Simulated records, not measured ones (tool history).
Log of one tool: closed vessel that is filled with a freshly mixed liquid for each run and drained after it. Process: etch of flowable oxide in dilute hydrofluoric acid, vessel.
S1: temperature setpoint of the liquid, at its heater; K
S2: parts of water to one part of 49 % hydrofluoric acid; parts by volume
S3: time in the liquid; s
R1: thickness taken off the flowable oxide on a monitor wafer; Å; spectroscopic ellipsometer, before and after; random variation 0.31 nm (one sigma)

| run | day | S1 | S2 | S3 | R1 |
|---|---|---|---|---|---|
| 1 | 0 | 296.15 | 260 | 225 | 170.21 |
| 2 | 0.042 | 297.65 | 245 | 225 | 193 |
| 3 | 0.408 | 298.65 | 235 | 225 | 212.55 |
| 4 | 0.696 | 299.65 | 230 | 225 | 230.89 |
| 5 | 1.033 | 300.65 | 225 | 225 | 239.36 |
| 6 | 1.242 | 300.65 | 225 | 145 | 156.41 |
| 7 | 1.342 | 300.65 | 200 | 145 | 178.98 |
| 8 | 1.504 | 301.15 | 170 | 155 | 239.9 |

The next listed run, before its measurement:
| 9 | 1.846 | 301.15 | 160 | 155 | ? |

Run 9 gave R1 256.59 Å.
